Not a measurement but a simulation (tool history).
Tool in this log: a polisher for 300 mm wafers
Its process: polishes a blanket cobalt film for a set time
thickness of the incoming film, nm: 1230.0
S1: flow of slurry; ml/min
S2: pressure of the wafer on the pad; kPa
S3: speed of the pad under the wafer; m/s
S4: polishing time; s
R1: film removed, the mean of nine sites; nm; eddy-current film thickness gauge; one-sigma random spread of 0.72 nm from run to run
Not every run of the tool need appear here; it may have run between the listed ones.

Run 1, hour 0.0: S1 145 ml/min, S2 17.2 kPa, S3 0.82 m/s, S4 33 s. Result: R1 201.77 nm.
Run 2, hour 5.4: S1 145 ml/min, S2 19.3 kPa, S3 0.82 m/s, S4 33 s. Result: R1 224.09 nm.
Run 3, hour 10.0: S1 170 ml/min, S2 19.3 kPa, S3 0.82 m/s, S4 33 s. Result: R1 232.91 nm.
Run 4, hour 17.2: S1 170 ml/min, S2 15.9 kPa, S3 0.82 m/s, S4 33 s. Result: R1 193.15 nm.
Run 5, hour 19.5: S1 145 ml/min, S2 15.9 kPa, S3 0.82 m/s, S4 33 s. Result: R1 186.61 nm.
Run 6, hour 20.5: S1 115 ml/min, S2 15.9 kPa, S3 0.82 m/s, S4 33 s. Result: R1 177.97 nm.
Run 7, hour 28.5: S1 115 ml/min, S2 15.2 kPa, S3 0.82 m/s, S4 33 s. Result: R1 169.52 nm.
Run 8, hour 32.2: S1 115 ml/min, S2 15.2 kPa, S3 0.82 m/s, S4 33 s. Result: R1 170.34 nm.
Run 9, hour 35.6: S1 110 ml/min, S2 14.5 kPa, S3 0.82 m/s, S4 33 s. Result: R1 162.01 nm.
Run 10, hour 43.3: S1 110 ml/min, S2 13.8 kPa, S3 0.82 m/s, S4 33 s. Result: R1 153.67 nm.
Run 11, hour 47.3: S1 110 ml/min, S2 13.1 kPa, S3 0.82 m/s, S4 33 s. Result: R1 146.29 nm.

Estimate the outcome of run 12 from the log above:
Run 12, hour 50.3: S1 110 ml/min, S2 13.1 kPa, S3 0.82 m/s, S4 33 s. Result: R1 ?.

R1: 146.09 nm
